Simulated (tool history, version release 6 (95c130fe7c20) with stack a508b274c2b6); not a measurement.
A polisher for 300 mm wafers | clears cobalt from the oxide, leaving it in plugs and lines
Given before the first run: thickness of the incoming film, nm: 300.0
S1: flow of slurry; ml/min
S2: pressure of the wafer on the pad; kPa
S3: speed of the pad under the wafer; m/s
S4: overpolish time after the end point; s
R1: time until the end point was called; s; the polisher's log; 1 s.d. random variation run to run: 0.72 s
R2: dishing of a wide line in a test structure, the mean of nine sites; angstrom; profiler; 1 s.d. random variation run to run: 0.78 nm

{"run": 1, "hour": 0.0, "S1": 220, "S2": 10.3, "S3": 1.24, "S4": 19, "R1": 69.96, "R2": 474.56}
{"run": 2, "hour": 7.5, "S1": 220, "S2": 10.3, "S3": 1.36, "S4": 19, "R1": 66.429, "R2": 482.65}
{"run": 3, "hour": 11.6, "S1": 220, "S2": 11.7, "S3": 1.38, "S4": 18, "R1": 59.044, "R2": 518.89}
{"run": 4, "hour": 19.8, "S1": 220, "S2": 11.7, "S3": 1.38, "S4": 14, "R1": 56.61, "R2": 451.4}
{"run": 5, "hour": 25.3, "S1": 220, "S2": 11.7, "S3": 1.24, "S4": 14, "R1": 62.904, "R2": 421.46}
{"run": 6, "hour": 34.0, "S1": 255, "S2": 11.7, "S3": 1.24, "S4": 14, "R1": 61.662, "R2": 428.51}

Run 7, settings as shown, results not yet in. Your forecast:
{"run": 7, "hour": 35.1, "S1": 255, "S2": 14.5, "S3": 1.28, "S4": 14, "R1": "?", "R2": "?"}

Logged for run 7: R1 50.016 s, R2 476.6 angstrom.

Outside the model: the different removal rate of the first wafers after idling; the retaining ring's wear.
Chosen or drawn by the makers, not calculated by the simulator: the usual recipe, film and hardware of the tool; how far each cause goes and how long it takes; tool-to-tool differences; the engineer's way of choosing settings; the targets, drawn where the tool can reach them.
